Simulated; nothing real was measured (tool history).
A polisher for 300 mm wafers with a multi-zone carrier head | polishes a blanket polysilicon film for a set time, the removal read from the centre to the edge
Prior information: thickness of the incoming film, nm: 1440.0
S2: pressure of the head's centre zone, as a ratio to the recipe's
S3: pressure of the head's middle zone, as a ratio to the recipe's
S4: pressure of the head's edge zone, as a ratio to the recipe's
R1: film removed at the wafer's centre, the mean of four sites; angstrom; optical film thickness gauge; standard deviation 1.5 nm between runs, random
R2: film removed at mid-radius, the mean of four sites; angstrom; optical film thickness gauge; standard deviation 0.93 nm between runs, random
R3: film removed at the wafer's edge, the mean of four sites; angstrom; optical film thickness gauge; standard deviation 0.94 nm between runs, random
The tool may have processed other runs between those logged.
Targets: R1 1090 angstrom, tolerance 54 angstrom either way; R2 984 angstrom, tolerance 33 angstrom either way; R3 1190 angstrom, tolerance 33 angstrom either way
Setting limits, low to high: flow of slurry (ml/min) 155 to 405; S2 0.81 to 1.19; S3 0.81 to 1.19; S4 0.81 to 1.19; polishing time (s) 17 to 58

Run 1, hour 0: flow of slurry (ml/min) 260, S2 1, S3 1, S4 1, polishing time (s) 37. Result: R1 2319.1 angstrom, R2 1932.4 angstrom, R3 1984.3 angstrom.
Run 2, hour 1.2: flow of slurry (ml/min) 250, S2 0.97, S3 0.98, S4 1.01, polishing time (s) 34. Result: R1 2075.2 angstrom, R2 1773.7 angstrom, R3 1836.9 angstrom.
Run 3, hour 7: flow of slurry (ml/min) 235, S2 0.95, S3 0.95, S4 1.02, polishing time (s) 31. Result: R1 1823.9 angstrom, R2 1547.9 angstrom, R3 1666.7 angstrom.
Run 4, hour 9.3: flow of slurry (ml/min) 225, S2 0.93, S3 0.93, S4 1.02, polishing time (s) 29. Result: R1 1643.4 angstrom, R2 1417.9 angstrom, R3 1547.2 angstrom.
Run 5, hour 14.7: flow of slurry (ml/min) 220, S2 0.91, S3 0.91, S4 1.02, polishing time (s) 28. Result: R1 1542 angstrom, R2 1345 angstrom, R3 1479.6 angstrom.
At hour 18.2: centre zone pressure recalibrated.
Run 6, hour 18.2: flow of slurry (ml/min) 215, S2 0.9, S3 0.9, S4 1.03, polishing time (s) 27. Result: R1 1291.6 angstrom, R2 1282.3 angstrom, R3 1455.7 angstrom.
Run 7, hour 27.1: flow of slurry (ml/min) 210, S2 0.9, S3 0.89, S4 1.02, polishing time (s) 26. Result: R1 1258.5 angstrom, R2 1184.2 angstrom, R3 1393.7 angstrom.
Run 8, hour 33.2: flow of slurry (ml/min) 190, S2 0.82, S3 0.84, S4 0.92, polishing time (s) 23. Result: R1 985.78 angstrom, R2 997.66 angstrom, R3 1154.4 angstrom.
Run 9, hour 35.8: flow of slurry (ml/min) 195, S2 0.83, S3 0.84, S4 0.93, polishing time (s) 23. Result: R1 1021.9 angstrom, R2 1011.2 angstrom, R3 1152 angstrom.
Run 10, hour 37.2: flow of slurry (ml/min) 195, S2 0.84, S3 0.84, S4 0.94, polishing time (s) 23. Result: R1 1038.5 angstrom, R2 1020 angstrom, R3 1180.9 angstrom.

Which of these 5 next moves meets every target?
Run A, hour 38.6: flow of slurry (ml/min) 155, S2 0.9, S3 0.81, S4 0.94, polishing time (s) 24. Result: R1 ?, R2 ?, R3 ?.
Run B, hour 38.6: flow of slurry (ml/min) 170, S2 0.9, S3 0.87, S4 0.88, polishing time (s) 24. Result: R1 ?, R2 ?, R3 ?.
Run C, hour 38.6: flow of slurry (ml/min) 225, S2 0.82, S3 0.9, S4 0.92, polishing time (s) 22. Result: R1 ?, R2 ?, R3 ?.
Run D, hour 38.6: flow of slurry (ml/min) 220, S2 0.88, S3 0.85, S4 0.91, polishing time (s) 23. Result: R1 ?, R2 ?, R3 ?.
Run E, hour 38.6: flow of slurry (ml/min) 155, S2 0.84, S3 0.86, S4 1.01, polishing time (s) 23. Result: R1 ?, R2 ?, R3 ?.

move      R1      R2      R3
   A  1113.7  979.89  1179.6
   B  1139.8  1060.2    1160
   C  1009.9  1049.5  1124.1
   D  1124.7  1042.9  1167.2
   E  999.64  986.46    1169
A: hits every target within its allowed miss
B: its largest miss is bigger than the last run's
C: its largest miss is bigger than the last run's
D: its largest miss is bigger than the last run's
E: corrects the largest miss of the last run, while another result sits out of spec
A is the move that brings every result within its allowed miss.

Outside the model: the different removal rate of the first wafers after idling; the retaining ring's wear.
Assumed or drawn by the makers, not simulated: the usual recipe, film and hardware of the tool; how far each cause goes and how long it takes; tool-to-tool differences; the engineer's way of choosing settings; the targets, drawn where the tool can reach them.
